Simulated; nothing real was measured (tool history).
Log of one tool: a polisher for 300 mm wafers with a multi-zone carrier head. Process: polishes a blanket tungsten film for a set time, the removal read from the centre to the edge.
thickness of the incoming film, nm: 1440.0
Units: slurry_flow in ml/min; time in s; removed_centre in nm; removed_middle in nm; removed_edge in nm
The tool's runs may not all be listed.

run,hour,slurry_flow,centre_zone,middle_zone,edge_zone,slurry_solids,time,removed_centre,removed_middle,removed_edge
1,0,155,1,1,1,1,42,177.52,174.3,176.06
2,1,155,0.96,1.02,1.05,1.1,42,172.29,184.24,189.55
3,2.3,160,0.95,1.04,1.08,1.15,42,173.77,193.92,190.79
4,4.4,125,0.95,1.04,1.08,1.15,42,165.24,187.81,190.94
5,12.2,125,0.95,1.04,1.08,1.15,37,146.56,159.52,167.97
6,21.1,125,0.95,0.98,1.08,1.15,37,147.59,152.19,170.38
7,27.8,135,0.93,1,1.11,1.25,38,151.77,166.09,181.64

The next listed run, before its measurement:
8,33.1,145,0.92,1.01,1.13,1.35,39,?,?,?

{"run 8": {"removed_centre": 165.28, "removed_middle": 179.66, "removed_edge": 189.46}}
